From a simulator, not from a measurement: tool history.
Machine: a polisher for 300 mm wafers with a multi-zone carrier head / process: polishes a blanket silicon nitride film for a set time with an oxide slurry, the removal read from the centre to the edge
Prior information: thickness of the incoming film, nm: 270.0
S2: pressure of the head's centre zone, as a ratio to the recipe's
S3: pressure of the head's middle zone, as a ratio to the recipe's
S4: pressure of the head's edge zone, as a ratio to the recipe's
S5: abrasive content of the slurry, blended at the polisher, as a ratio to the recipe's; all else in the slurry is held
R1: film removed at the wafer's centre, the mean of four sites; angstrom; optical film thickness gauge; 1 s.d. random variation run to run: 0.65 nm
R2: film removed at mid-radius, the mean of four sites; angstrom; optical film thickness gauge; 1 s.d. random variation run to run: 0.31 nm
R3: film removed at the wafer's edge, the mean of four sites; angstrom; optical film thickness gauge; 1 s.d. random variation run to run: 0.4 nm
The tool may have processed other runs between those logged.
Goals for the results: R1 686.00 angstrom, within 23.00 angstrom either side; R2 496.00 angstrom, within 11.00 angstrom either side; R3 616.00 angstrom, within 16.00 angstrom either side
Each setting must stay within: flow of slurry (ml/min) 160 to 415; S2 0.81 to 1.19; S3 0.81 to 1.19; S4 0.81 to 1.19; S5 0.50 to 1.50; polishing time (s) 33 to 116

run 1 hour=0.0 | flow_of_slurry_(ml/min)=265 S2=1.00 S3=1.00 S4=1.00 S5=1.00 polishing_time_(s)=74 | R1=558.40 R2=533.17 R3=521.71
run 2 hour=7.6 | flow_of_slurry_(ml/min)=270 S2=1.01 S3=0.98 S4=1.02 S5=1.00 polishing_time_(s)=74 | R1=551.84 R2=524.38 R3=527.32
run 3 hour=12.1 | flow_of_slurry_(ml/min)=270 S2=1.08 S3=0.98 S4=1.02 S5=1.00 polishing_time_(s)=74 | R1=594.69 R2=525.22 R3=529.55
run 4 hour=13.2 | flow_of_slurry_(ml/min)=275 S2=1.09 S3=0.96 S4=1.04 S5=1.00 polishing_time_(s)=74 | R1=597.04 R2=511.80 R3=532.71
run 5 hour=18.1 | flow_of_slurry_(ml/min)=280 S2=1.10 S3=0.95 S4=1.06 S5=1.00 polishing_time_(s)=74 | R1=616.21 R2=512.69 R3=536.24
run 6 hour=25.0 | flow_of_slurry_(ml/min)=280 S2=1.10 S3=0.95 S4=1.06 S5=1.00 polishing_time_(s)=90 | R1=740.17 R2=618.22 R3=649.85
run 7 hour=31.1 | flow_of_slurry_(ml/min)=270 S2=1.10 S3=0.93 S4=1.07 S5=1.00 polishing_time_(s)=90 | R1=743.66 R2=616.13 R3=650.45
-- hour=37.2 edge zone pressure recalibrated
run 8 hour=37.2 | flow_of_slurry_(ml/min)=290 S2=1.10 S3=0.92 S4=1.08 S5=0.95 polishing_time_(s)=90 | R1=720.24 R2=581.09 R3=668.69
run 9 hour=37.8 | flow_of_slurry_(ml/min)=285 S2=1.10 S3=0.91 S4=1.07 S5=0.95 polishing_time_(s)=90 | R1=713.94 R2=572.33 R3=658.46
run 10 hour=39.0 | flow_of_slurry_(ml/min)=280 S2=1.10 S3=0.90 S4=1.06 S5=0.95 polishing_time_(s)=90 | R1=723.78 R2=573.34 R3=651.15
run 11 hour=43.8 | flow_of_slurry_(ml/min)=275 S2=1.10 S3=0.89 S4=1.06 S5=0.95 polishing_time_(s)=90 | R1=710.07 R2=566.95 R3=646.77
run 12 hour=48.3 | flow_of_slurry_(ml/min)=275 S2=1.11 S3=0.88 S4=1.06 S5=0.95 polishing_time_(s)=90 | R1=720.04 R2=563.59 R3=644.65
run 13 hour=54.1 | flow_of_slurry_(ml/min)=275 S2=1.11 S3=0.88 S4=1.06 S5=0.95 polishing_time_(s)=90 | R1=721.48 R2=555.75 R3=655.43

Pick the move, out of 5, that brings all results within their allowed miss; only one does.
run A hour=59.9 | flow_of_slurry_(ml/min)=310 S2=1.10 S3=0.84 S4=1.03 S5=0.80 polishing_time_(s)=101 | R1=? R2=? R3=?
run B hour=59.9 | flow_of_slurry_(ml/min)=270 S2=1.13 S3=0.82 S4=1.07 S5=1.05 polishing_time_(s)=79 | R1=? R2=? R3=?
run C hour=59.9 | flow_of_slurry_(ml/min)=350 S2=1.12 S3=0.97 S4=0.99 S5=1.00 polishing_time_(s)=85 | R1=? R2=? R3=?
run D hour=59.9 | flow_of_slurry_(ml/min)=290 S2=0.99 S3=0.83 S4=1.04 S5=0.90 polishing_time_(s)=102 | R1=? R2=? R3=?
run E hour=59.9 | flow_of_slurry_(ml/min)=270 S2=1.11 S3=0.88 S4=1.06 S5=0.90 polishing_time_(s)=98 | R1=? R2=? R3=?

move=A R1=694.24 R2=529.40 R3=632.63
move=B R1=676.45 R2=493.42 R3=615.22
move=C R1=720.20 R2=606.43 R3=628.45
move=D R1=694.03 R2=581.86 R3=706.33
move=E R1=739.44 R2=581.35 R3=680.37
A: an improvement on the last run, though not all results are within tolerance
B: all results land within tolerance of their targets
C: misses by more than the last run did
D: misses by more than the last run did
E: misses by more than the last run did
Correct choice: B, which meets every target
